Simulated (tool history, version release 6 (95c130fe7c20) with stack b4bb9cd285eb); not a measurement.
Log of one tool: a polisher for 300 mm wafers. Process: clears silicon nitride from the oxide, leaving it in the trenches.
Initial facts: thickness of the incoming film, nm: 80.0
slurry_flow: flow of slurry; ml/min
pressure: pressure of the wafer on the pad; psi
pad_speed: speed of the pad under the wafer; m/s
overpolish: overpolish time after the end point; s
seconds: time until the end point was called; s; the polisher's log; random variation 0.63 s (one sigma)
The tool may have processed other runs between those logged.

| run | hour | slurry_flow | pressure | pad_speed | overpolish | seconds |
|---|---|---|---|---|---|---|
| 1 | 0.0 | 130 | 2.9 | 0.90 | 6 | 128.130 |
| 2 | 3.8 | 130 | 2.9 | 0.90 | 6 | 131.190 |
| 3 | 6.9 | 135 | 3.2 | 0.90 | 6 | 115.530 |
| 4 | 10.7 | 140 | 3.4 | 0.90 | 6 | 110.020 |
| 5 | 16.2 | 115 | 3.4 | 0.90 | 6 | 113.080 |
| 6 | 19.2 | 115 | 3.4 | 0.90 | 6 | 114.630 |
| 7 | 24.0 | 125 | 3.6 | 0.90 | 6 | 104.870 |
| 8 | 31.0 | 130 | 3.8 | 0.90 | 6 | 100.360 |
| 9 | 35.6 | 135 | 3.9 | 0.92 | 6 | 95.397 |
| 10 | 41.2 | 135 | 4.0 | 0.94 | 6 | 89.112 |
| 11 | 42.1 | 140 | 4.1 | 0.94 | 6 | 87.778 |

Run 12 comes next. What will it give?
| 12 | 49.9 | 140 | 4.2 | 0.96 | 6 | ? |

seconds: 83.642 s
